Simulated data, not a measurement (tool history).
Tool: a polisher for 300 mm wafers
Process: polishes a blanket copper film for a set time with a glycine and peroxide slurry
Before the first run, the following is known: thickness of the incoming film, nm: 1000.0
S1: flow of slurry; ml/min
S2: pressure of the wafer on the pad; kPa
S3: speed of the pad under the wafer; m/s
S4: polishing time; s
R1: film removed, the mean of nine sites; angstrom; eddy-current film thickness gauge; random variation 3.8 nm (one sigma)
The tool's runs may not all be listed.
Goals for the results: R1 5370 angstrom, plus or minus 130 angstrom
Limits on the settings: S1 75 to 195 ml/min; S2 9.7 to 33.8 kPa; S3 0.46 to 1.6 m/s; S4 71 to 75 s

Run 1, hour 0: S1 125 ml/min, S2 21.4 kPa, S3 1.02 m/s, S4 71 s. Result: R1 4449 angstrom.
Run 2, hour 5.8: S1 125 ml/min, S2 18.6 kPa, S3 1.02 m/s, S4 71 s. Result: R1 3958.1 angstrom.
Run 3, hour 11: S1 125 ml/min, S2 18.6 kPa, S3 0.94 m/s, S4 71 s. Result: R1 3700.2 angstrom.
Run 4, hour 18.1: S1 125 ml/min, S2 18.6 kPa, S3 0.72 m/s, S4 71 s. Result: R1 3117.4 angstrom.
Run 5, hour 20.4: S1 95 ml/min, S2 18.6 kPa, S3 0.72 m/s, S4 71 s. Result: R1 2873.9 angstrom.
Run 6, hour 21: S1 110 ml/min, S2 20 kPa, S3 0.72 m/s, S4 71 s. Result: R1 3160.2 angstrom.
Run 7, hour 27.4: S1 120 ml/min, S2 21.4 kPa, S3 0.72 m/s, S4 71 s. Result: R1 3409.8 angstrom.
Run 8, hour 33.3: S1 130 ml/min, S2 22.8 kPa, S3 0.72 m/s, S4 71 s. Result: R1 3646.2 angstrom.
Run 9, hour 37.3: S1 140 ml/min, S2 24.1 kPa, S3 0.72 m/s, S4 71 s. Result: R1 3851.3 angstrom.
Run 10, hour 42.6: S1 160 ml/min, S2 30.3 kPa, S3 0.74 m/s, S4 71 s. Result: R1 4875.9 angstrom.
Run 11, hour 43.2: S1 160 ml/min, S2 31 kPa, S3 0.74 m/s, S4 71 s. Result: R1 4968.9 angstrom.
Run 12, hour 46.1: S1 160 ml/min, S2 31 kPa, S3 0.74 m/s, S4 71 s. Result: R1 5000.5 angstrom.
Run 13, hour 51.9: S1 170 ml/min, S2 31.7 kPa, S3 0.74 m/s, S4 71 s. Result: R1 5162.7 angstrom.

5 candidate next runs follow, results not yet known. Just one meets every target within its allowed miss. Identify it.
Run A, hour 57.7: S1 175 ml/min, S2 33.1 kPa, S3 0.66 m/s, S4 72 s. Result: R1 ?.
Run B, hour 57.7: S1 185 ml/min, S2 32.4 kPa, S3 0.72 m/s, S4 73 s. Result: R1 ?.
Run C, hour 57.7: S1 195 ml/min, S2 33.1 kPa, S3 0.76 m/s, S4 73 s. Result: R1 ?.
Run D, hour 57.7: S1 165 ml/min, S2 32.4 kPa, S3 0.64 m/s, S4 75 s. Result: R1 ?.
Run E, hour 57.7: S1 165 ml/min, S2 31.7 kPa, S3 0.66 m/s, S4 72 s. Result: R1 ?.

move      R1
   A  4972.8
   B    5327
   C    5693
   D  4928.9
   E  4752.2
A: moves away from the targets compared with the last run
B: every result within its allowed miss
C: moves the result that the last run missed by most past its target, out the other side
D: moves away from the targets compared with the last run
E: moves away from the targets compared with the last run
The move that meets every target is B.
